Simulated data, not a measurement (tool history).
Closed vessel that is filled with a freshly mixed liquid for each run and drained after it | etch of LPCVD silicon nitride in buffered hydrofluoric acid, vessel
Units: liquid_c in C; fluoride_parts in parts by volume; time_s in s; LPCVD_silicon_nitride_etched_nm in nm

run  hour  liquid_c  fluoride_parts  time_s  LPCVD_silicon_nitride_etched_nm
  1   0.0      21.0            15.5     935                           9.6918
  2   3.7      21.0            19.0     935                           7.9931
  3   4.9      21.0            19.0    1005                           8.3560
  4  10.8      22.5            19.0    1005                           9.2961
  5  13.4      24.0            19.0    1005                          10.1800
  6  18.9      24.0            19.0     935                           9.2587
  7  23.5      25.5            18.5     935                          10.2680
  8  24.9      26.5            18.5     935                          10.7650
  9  29.3      27.0            18.0     935                          11.5930

The next listed run, before its measurement:
 10  31.5      27.5            18.0     935                                ?

LPCVD_silicon_nitride_etched_nm: 11.6830 nm
